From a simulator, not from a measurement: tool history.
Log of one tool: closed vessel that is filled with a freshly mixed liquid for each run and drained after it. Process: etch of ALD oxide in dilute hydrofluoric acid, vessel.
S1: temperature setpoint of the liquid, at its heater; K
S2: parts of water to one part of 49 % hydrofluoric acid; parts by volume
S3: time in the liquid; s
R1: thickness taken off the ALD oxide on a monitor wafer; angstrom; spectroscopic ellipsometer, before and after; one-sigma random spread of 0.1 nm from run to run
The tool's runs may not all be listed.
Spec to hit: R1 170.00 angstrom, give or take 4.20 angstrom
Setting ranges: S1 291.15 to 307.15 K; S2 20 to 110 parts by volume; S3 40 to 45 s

run	hour	S1	S2	S3	R1
1	0.0	299.15	60	45	138.34
2	2.0	299.15	60	45	137.35
3	10.0	299.15	70	45	115.55
4	11.3	300.15	70	45	120.41
5	15.4	301.15	70	45	125.67
6	23.2	301.15	70	40	112.87
7	23.9	301.65	70	40	113.10
8	24.8	302.15	65	40	125.38
9	27.2	302.65	65	40	128.57
10	35.2	302.65	65	40	128.77
11	37.5	303.15	65	40	131.51
12	45.6	303.65	65	40	132.76
13	48.2	304.15	65	40	133.96
14	49.3	304.65	65	40	137.77
15	50.2	305.15	65	40	140.48
16	57.7	305.65	65	40	144.66

Of the 4 settings listed for the next run, only one would bring every result within its allowed miss of target. Which one?
A	65.2	307.15	65	45	?
B	65.2	303.65	65	45	?
C	65.2	302.15	60	40	?
D	65.2	306.15	60	45	?

move	R1
A	171.33
B	150.01
C	137.30
D	180.21
A: meets every target
B: an improvement on the last run, though not all results are within tolerance
C: the biggest miss grows against the last run
D: pushes the last run's worst result past its target
Go with A: it meets all targets.
